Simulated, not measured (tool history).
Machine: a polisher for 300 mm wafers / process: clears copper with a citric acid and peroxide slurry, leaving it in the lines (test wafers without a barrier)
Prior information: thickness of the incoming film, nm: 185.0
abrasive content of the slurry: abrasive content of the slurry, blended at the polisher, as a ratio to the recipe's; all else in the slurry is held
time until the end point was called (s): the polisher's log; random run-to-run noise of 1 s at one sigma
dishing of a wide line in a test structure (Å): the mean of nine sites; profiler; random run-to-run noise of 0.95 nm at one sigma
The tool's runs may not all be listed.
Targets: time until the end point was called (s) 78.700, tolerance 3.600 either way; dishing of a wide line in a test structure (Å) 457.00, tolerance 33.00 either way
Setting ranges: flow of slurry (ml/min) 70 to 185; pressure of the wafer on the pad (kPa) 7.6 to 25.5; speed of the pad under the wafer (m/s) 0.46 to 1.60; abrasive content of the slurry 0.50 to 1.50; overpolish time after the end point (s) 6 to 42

| run | day | flow of slurry (ml/min) | pressure of the wafer on the pad (kPa) | speed of the pad under the wafer (m/s) | abrasive content of the slurry | overpolish time after the end point (s) | time until the end point was called (s) | dishing of a wide line in a test structure (Å) |
|---|---|---|---|---|---|---|---|---|
| 1 | 0.000 | 120 | 16.5 | 1.02 | 1.00 | 21 | 104.720 | 242.28 |
| 2 | 0.217 | 120 | 17.2 | 1.02 | 1.00 | 23 | 101.640 | 264.41 |
| 3 | 0.292 | 120 | 17.2 | 1.02 | 1.00 | 18 | 102.580 | 215.45 |
| 4 | 0.379 | 120 | 17.9 | 1.02 | 1.00 | 20 | 96.764 | 244.59 |
| 5 | 0.546 | 95 | 17.9 | 1.02 | 1.00 | 20 | 102.910 | 239.26 |
| 6 | 0.658 | 110 | 17.9 | 1.02 | 1.00 | 20 | 101.440 | 245.00 |
|  | 0.958 | worn pad replaced by a new one |
| 7 | 0.958 | 110 | 18.6 | 1.02 | 1.00 | 22 | 89.119 | 299.49 |
| 8 | 1.096 | 110 | 18.6 | 1.02 | 1.00 | 23 | 89.191 | 300.53 |

Pick the move, out of 4, that brings all results within their allowed miss; only one does.
| A | 1.233 | 95 | 23.4 | 0.96 | 1.05 | 26 | ? | ? |
| B | 1.233 | 115 | 15.2 | 1.40 | 1.10 | 36 | ? | ? |
| C | 1.233 | 120 | 20.7 | 1.14 | 1.00 | 25 | ? | ? |
| D | 1.233 | 110 | 20.7 | 1.08 | 0.95 | 27 | ? | ? |

| move | time until the end point was called (s) | dishing of a wide line in a test structure (Å) |
|---|---|---|
| A | 79.716 | 368.37 |
| B | 78.034 | 469.45 |
| C | 73.605 | 378.28 |
| D | 79.337 | 378.94 |
A: moves toward the targets from the last run without getting all of them in spec
B: every result lands within tolerance
C: moves toward the targets from the last run without getting all of them in spec
D: moves toward the targets from the last run without getting all of them in spec
Go with B: it meets all targets.

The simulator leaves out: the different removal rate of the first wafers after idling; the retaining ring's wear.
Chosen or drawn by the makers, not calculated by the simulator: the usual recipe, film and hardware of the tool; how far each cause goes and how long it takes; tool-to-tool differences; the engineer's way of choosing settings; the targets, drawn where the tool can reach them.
